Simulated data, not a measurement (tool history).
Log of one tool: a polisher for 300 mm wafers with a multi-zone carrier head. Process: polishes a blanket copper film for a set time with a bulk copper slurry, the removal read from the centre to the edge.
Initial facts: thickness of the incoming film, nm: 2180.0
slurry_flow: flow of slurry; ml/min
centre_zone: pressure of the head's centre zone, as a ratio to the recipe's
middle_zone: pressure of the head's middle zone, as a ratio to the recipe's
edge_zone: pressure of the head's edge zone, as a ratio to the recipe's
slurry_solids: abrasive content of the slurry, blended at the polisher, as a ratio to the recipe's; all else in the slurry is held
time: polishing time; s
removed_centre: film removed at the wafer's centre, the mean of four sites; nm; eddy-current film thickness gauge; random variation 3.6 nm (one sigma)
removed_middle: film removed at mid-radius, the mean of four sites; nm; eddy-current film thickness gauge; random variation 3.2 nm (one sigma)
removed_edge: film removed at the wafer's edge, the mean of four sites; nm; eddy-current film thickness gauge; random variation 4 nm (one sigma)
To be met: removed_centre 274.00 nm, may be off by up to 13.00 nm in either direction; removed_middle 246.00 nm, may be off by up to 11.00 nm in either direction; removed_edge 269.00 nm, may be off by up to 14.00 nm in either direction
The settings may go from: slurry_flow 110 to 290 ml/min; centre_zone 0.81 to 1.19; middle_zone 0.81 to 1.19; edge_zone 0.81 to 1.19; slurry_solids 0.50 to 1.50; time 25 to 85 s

run 1 hour=0.0 | slurry_flow=185 centre_zone=1.00 middle_zone=1.00 edge_zone=1.00 slurry_solids=1.00 time=55 | removed_centre=394.63 removed_middle=399.99 removed_edge=402.27
run 2 hour=7.1 | slurry_flow=185 centre_zone=1.00 middle_zone=0.99 edge_zone=0.99 slurry_solids=0.95 time=53 | removed_centre=370.46 removed_middle=376.37 removed_edge=386.88
run 3 hour=12.7 | slurry_flow=185 centre_zone=1.01 middle_zone=0.98 edge_zone=0.98 slurry_solids=0.90 time=51 | removed_centre=365.77 removed_middle=357.38 removed_edge=373.33
run 4 hour=14.5 | slurry_flow=185 centre_zone=0.97 middle_zone=0.98 edge_zone=0.98 slurry_solids=0.90 time=51 | removed_centre=343.76 removed_middle=358.83 removed_edge=366.92
run 5 hour=20.2 | slurry_flow=185 centre_zone=0.97 middle_zone=0.98 edge_zone=0.98 slurry_solids=0.90 time=38 | removed_centre=251.58 removed_middle=264.74 removed_edge=269.80
run 6 hour=27.6 | slurry_flow=185 centre_zone=0.98 middle_zone=0.97 edge_zone=0.98 slurry_solids=0.90 time=38 | removed_centre=259.46 removed_middle=266.12 removed_edge=271.69
run 7 hour=29.0 | slurry_flow=185 centre_zone=0.99 middle_zone=0.96 edge_zone=0.98 slurry_solids=0.90 time=38 | removed_centre=266.71 removed_middle=261.62 removed_edge=282.63
run 8 hour=31.3 | slurry_flow=185 centre_zone=1.05 middle_zone=0.94 edge_zone=0.90 slurry_solids=0.75 time=37 | removed_centre=269.59 removed_middle=245.33 removed_edge=249.04
run 9 hour=34.2 | slurry_flow=185 centre_zone=1.05 middle_zone=0.94 edge_zone=0.90 slurry_solids=0.75 time=37 | removed_centre=263.84 removed_middle=244.42 removed_edge=252.50
run 10 hour=35.9 | slurry_flow=185 centre_zone=1.05 middle_zone=0.94 edge_zone=0.91 slurry_solids=0.75 time=37 | removed_centre=267.52 removed_middle=245.44 removed_edge=258.83
run 11 hour=38.4 | slurry_flow=185 centre_zone=1.05 middle_zone=0.94 edge_zone=0.91 slurry_solids=0.75 time=37 | removed_centre=261.16 removed_middle=250.23 removed_edge=253.62
run 12 hour=46.1 | slurry_flow=185 centre_zone=1.05 middle_zone=0.93 edge_zone=0.91 slurry_solids=0.75 time=37 | removed_centre=266.75 removed_middle=247.23 removed_edge=259.13

Exercise: of the 5 proposed moves below, exactly one satisfies all targets within the stated allowed misses. Which move is it?
run A hour=53.8 | slurry_flow=190 centre_zone=1.03 middle_zone=1.01 edge_zone=0.89 slurry_solids=0.70 time=39 | removed_centre=? removed_middle=? removed_edge=?
run B hour=53.8 | slurry_flow=210 centre_zone=1.16 middle_zone=0.90 edge_zone=0.83 slurry_solids=0.55 time=36 | removed_centre=? removed_middle=? removed_edge=?
run C hour=53.8 | slurry_flow=190 centre_zone=1.08 middle_zone=1.05 edge_zone=0.88 slurry_solids=0.85 time=35 | removed_centre=? removed_middle=? removed_edge=?
run D hour=53.8 | slurry_flow=180 centre_zone=1.06 middle_zone=0.90 edge_zone=0.95 slurry_solids=0.70 time=38 | removed_centre=? removed_middle=? removed_edge=?
run E hour=53.8 | slurry_flow=235 centre_zone=1.09 middle_zone=0.93 edge_zone=0.85 slurry_solids=0.95 time=35 | removed_centre=? removed_middle=? removed_edge=?

move=A removed_centre=272.00 removed_middle=271.84 removed_edge=256.45
move=B removed_centre=278.35 removed_middle=228.17 removed_edge=226.67
move=C removed_centre=262.69 removed_middle=256.93 removed_edge=235.02
move=D removed_centre=270.73 removed_middle=243.60 removed_edge=255.00
move=E removed_centre=276.14 removed_middle=246.00 removed_edge=240.24
A: brings the last run's worst result on target, with another outside its allowed miss
B: the biggest miss grows against the last run
C: the biggest miss grows against the last run
D: all results in spec
E: the biggest miss grows against the last run
D meets every target.

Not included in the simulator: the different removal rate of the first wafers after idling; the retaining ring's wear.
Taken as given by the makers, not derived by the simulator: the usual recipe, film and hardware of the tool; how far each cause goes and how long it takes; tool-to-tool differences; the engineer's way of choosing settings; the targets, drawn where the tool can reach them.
